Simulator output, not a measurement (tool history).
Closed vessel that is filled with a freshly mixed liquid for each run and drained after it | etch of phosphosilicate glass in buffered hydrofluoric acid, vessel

| run | hour | temperature setpoint of the liquid (C) | parts of 40 % ammonium fluoride to one part of 49 % hydrofluoric acid (parts by volume) | time in the liquid (s) | thickness taken off the phosphosilicate glass on a monitor wafer (nm) |
|---|---|---|---|---|---|
| 1 | 0.0 | 22.0 | 10.5 | 30 | 247.51 |
| 2 | 6.6 | 22.0 | 10.5 | 30 | 247.65 |
| 3 | 11.3 | 22.0 | 11.5 | 30 | 230.92 |
| 4 | 16.1 | 24.0 | 11.5 | 30 | 257.15 |
| 5 | 19.8 | 24.0 | 11.5 | 30 | 256.68 |
|  | 22.6 | hydrofluoric acid flow meter replaced |
| 6 | 22.6 | 24.0 | 11.5 | 30 | 233.68 |
| 7 | 30.6 | 22.0 | 12.0 | 30 | 201.43 |
| 8 | 32.2 | 21.5 | 12.0 | 30 | 192.98 |
| 9 | 37.4 | 21.0 | 12.0 | 30 | 187.83 |

Run 10 comes next. What will it give?
| 10 | 39.1 | 21.0 | 12.0 | 30 | ? |

Run 10 gave thickness taken off the phosphosilicate glass on a monitor wafer (nm) 189.75.

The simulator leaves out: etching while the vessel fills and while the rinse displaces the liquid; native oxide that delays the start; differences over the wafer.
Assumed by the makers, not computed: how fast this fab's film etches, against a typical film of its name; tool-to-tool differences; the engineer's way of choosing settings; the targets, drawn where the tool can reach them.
